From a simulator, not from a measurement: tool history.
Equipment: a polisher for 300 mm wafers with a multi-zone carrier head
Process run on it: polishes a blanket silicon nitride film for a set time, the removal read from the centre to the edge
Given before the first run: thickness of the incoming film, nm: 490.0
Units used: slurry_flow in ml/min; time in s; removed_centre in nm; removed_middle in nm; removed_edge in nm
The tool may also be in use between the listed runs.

Run 1, day 0: slurry_flow 290 ml/min, centre_zone 1, middle_zone 1, edge_zone 1, time 75 s. Result: removed_centre 128.15 nm, removed_middle 129.04 nm, removed_edge 129.38 nm.
Run 2, day 0.296: slurry_flow 285 ml/min, centre_zone 0.98, middle_zone 1, edge_zone 0.98, time 75 s. Result: removed_centre 122.96 nm, removed_middle 128.54 nm, removed_edge 129.82 nm.
Run 3, day 0.421: slurry_flow 285 ml/min, centre_zone 0.97, middle_zone 1.01, edge_zone 0.96, time 74 s. Result: removed_centre 120.56 nm, removed_middle 127.04 nm, removed_edge 126.66 nm.
Run 4, day 0.717: slurry_flow 285 ml/min, centre_zone 0.97, middle_zone 1.01, edge_zone 0.96, time 90 s. Result: removed_centre 148.12 nm, removed_middle 156.23 nm, removed_edge 152.26 nm.
Run 5, day 0.842: slurry_flow 285 ml/min, centre_zone 0.96, middle_zone 1.02, edge_zone 0.94, time 87 s. Result: removed_centre 142.25 nm, removed_middle 153.33 nm, removed_edge 143.9 nm.
Run 6, day 0.967: slurry_flow 285 ml/min, centre_zone 0.94, middle_zone 1.01, edge_zone 0.92, time 85 s. Result: removed_centre 136.56 nm, removed_middle 148.51 nm, removed_edge 140.42 nm.
Run 7, day 1.021: slurry_flow 280 ml/min, centre_zone 0.92, middle_zone 1.01, edge_zone 0.91, time 83 s. Result: removed_centre 132.11 nm, removed_middle 144.35 nm, removed_edge 139.15 nm.
Run 8, day 1.325: slurry_flow 280 ml/min, centre_zone 0.91, middle_zone 1.02, edge_zone 0.9, time 80 s. Result: removed_centre 122.32 nm, removed_middle 140.7 nm, removed_edge 132.7 nm.
Run 9, day 1.446: slurry_flow 280 ml/min, centre_zone 0.91, middle_zone 1.02, edge_zone 0.89, time 78 s. Result: removed_centre 122.29 nm, removed_middle 137.25 nm, removed_edge 127.15 nm.
Run 10, day 1.654: slurry_flow 275 ml/min, centre_zone 0.9, middle_zone 1.01, edge_zone 0.88, time 77 s. Result: removed_centre 118.68 nm, removed_middle 134.04 nm, removed_edge 127.5 nm.
Run 11, day 1.712: slurry_flow 275 ml/min, centre_zone 0.89, middle_zone 1.01, edge_zone 0.87, time 76 s. Result: removed_centre 115.5 nm, removed_middle 132.18 nm, removed_edge 123.82 nm.
Run 12, day 2.033: slurry_flow 270 ml/min, centre_zone 0.88, middle_zone 1.01, edge_zone 0.86, time 75 s. Result: removed_centre 112.39 nm, removed_middle 130.02 nm, removed_edge 120.25 nm.
Run 13, day 2.308: slurry_flow 260 ml/min, centre_zone 0.87, middle_zone 1.01, edge_zone 0.86, time 75 s. Result: removed_centre 109.96 nm, removed_middle 130.06 nm, removed_edge 119.3 nm.
Run 14, day 2.358: slurry_flow 250 ml/min, centre_zone 0.87, middle_zone 1, edge_zone 0.86, time 75 s. Result: removed_centre 108.53 nm, removed_middle 128.8 nm, removed_edge 119.19 nm.
Run 15, day 2.708: slurry_flow 245 ml/min, centre_zone 0.87, middle_zone 0.99, edge_zone 0.86, time 75 s. Result: removed_centre 110.58 nm, removed_middle 127.31 nm, removed_edge 120.07 nm.
Run 16, day 2.892: slurry_flow 240 ml/min, centre_zone 0.87, middle_zone 0.99, edge_zone 0.86, time 75 s. Result: removed_centre 109.54 nm, removed_middle 126.88 nm, removed_edge 119.44 nm.

For run 17, what comes out?
Run 17, day 3.05: slurry_flow 235 ml/min, centre_zone 0.87, middle_zone 0.99, edge_zone 0.86, time 75 s. Result: removed_centre ?, removed_middle ?, removed_edge ?.

Logged for run 17: removed_centre 108.44 nm, removed_middle 125.86 nm, removed_edge 118.95 nm.
